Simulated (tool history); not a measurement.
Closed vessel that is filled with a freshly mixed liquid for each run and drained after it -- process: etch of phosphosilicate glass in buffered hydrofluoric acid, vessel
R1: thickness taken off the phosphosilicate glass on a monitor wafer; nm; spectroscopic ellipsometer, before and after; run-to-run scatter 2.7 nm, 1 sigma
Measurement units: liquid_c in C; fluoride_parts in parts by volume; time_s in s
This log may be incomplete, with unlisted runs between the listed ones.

{"run": 1, "day": 0.0, "liquid_c": 24, "fluoride_parts": 19.5, "time_s": 95, "R1": 258.89}
{"run": 2, "day": 0.3, "liquid_c": 26.5, "fluoride_parts": 19.5, "time_s": 95, "R1": 295.19}
{"run": 3, "day": 0.667, "liquid_c": 26.5, "fluoride_parts": 14.5, "time_s": 95, "R1": 394.03}
{"run": 4, "day": 0.942, "liquid_c": 26.5, "fluoride_parts": 12.5, "time_s": 95, "R1": 458.07}
{"run": 5, "day": 1.288, "liquid_c": 26.5, "fluoride_parts": 8, "time_s": 95, "R1": 689.33}
{"run": 6, "day": 1.646, "liquid_c": 26.5, "fluoride_parts": 6.5, "time_s": 95, "R1": 851.29}
{"run": 7, "day": 1.933, "liquid_c": 24, "fluoride_parts": 7, "time_s": 95, "R1": 692.98}

What will run 8 give?
{"run": 8, "day": 1.983, "liquid_c": 22.5, "fluoride_parts": 7, "time_s": 95, "R1": "?"}

R1: 638.02 nm
